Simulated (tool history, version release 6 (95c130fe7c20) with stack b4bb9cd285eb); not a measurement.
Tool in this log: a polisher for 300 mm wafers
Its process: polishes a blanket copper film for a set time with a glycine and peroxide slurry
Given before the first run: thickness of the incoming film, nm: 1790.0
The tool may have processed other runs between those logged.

run  hour  flow of slurry (ml/min)  pressure of the wafer on the pad (psi)  speed of the pad under the wafer (cm/s)  polishing time (s)  film removed (nm)
  1     0                      255                                     2.9                                      122                  76             566.23
  2   1.4                      255                                     3.2                                      126                  76             627.36
  3   5.1                      255                                     3.2                                      156                  76             729.74
  4   8.5                      255                                     3.2                                      156                  76             757.43
  5    12                      255                                     3.2                                      134                  76             646.23
  6  16.2                      255                                     3.4                                      140                  76             720.35
  7  18.3                      255                                     3.6                                      144                  76              780.7
  8  25.7                      255                                     3.7                                      146                  76             806.02
  9  28.7                      255                                     3.8                                      148                  76             835.67
 10  37.4                      255                                     3.9                                      150                  76             866.22
 11  44.2                      255                                     3.9                                      150                  76             853.25

The next listed run, before its measurement:
 12  46.8                      255                                     3.9                                      150                  76                  ?

film removed (nm): 827.35
